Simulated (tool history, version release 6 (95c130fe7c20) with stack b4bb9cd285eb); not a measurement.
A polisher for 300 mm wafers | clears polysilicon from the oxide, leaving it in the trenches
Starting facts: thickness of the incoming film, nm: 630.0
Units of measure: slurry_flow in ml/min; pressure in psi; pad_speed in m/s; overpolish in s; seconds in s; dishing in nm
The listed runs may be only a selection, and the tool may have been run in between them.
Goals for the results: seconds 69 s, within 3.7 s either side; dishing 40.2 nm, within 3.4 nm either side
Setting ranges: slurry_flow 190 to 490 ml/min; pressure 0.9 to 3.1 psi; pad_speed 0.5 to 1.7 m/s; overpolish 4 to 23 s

run	hour	slurry_flow	pressure	pad_speed	overpolish	seconds	dishing
1	0	315	2	1.1	12	60.079	56.995
2	1.7	315	2	1.1	11	59.808	56.301
3	2.6	315	2	1.1	10	60.327	54.102
4	7.7	280	2	1.1	10	59.359	51.944
5	15.9	280	2	1.22	10	56.544	55.097
6	23.9	275	2	1.2	9	58.611	52.236
7	24.5	270	2	1.2	8	57.506	47.803
8	31.1	265	1.8	1.18	7	62.21	41.797
9	34.5	265	1.7	1.16	8	67.784	44.667

Which one of the following 4 next-run settings gets every result inside its allowed miss? There is exactly one.
A	37.9	270	2.2	1.04	10	?	?
B	37.9	270	1.9	1.1	9	?	?
C	37.9	295	1.7	1.14	11	?	?
D	37.9	245	1.7	1.16	7	?	?

move	seconds	dishing
A	58.058	53.235
B	63.35	48.661
C	67.396	51.991
D	67.605	40.756
A: further off than the last run
B: further off than the last run
C: further off than the last run
D: every result lands within tolerance
The right move is D.
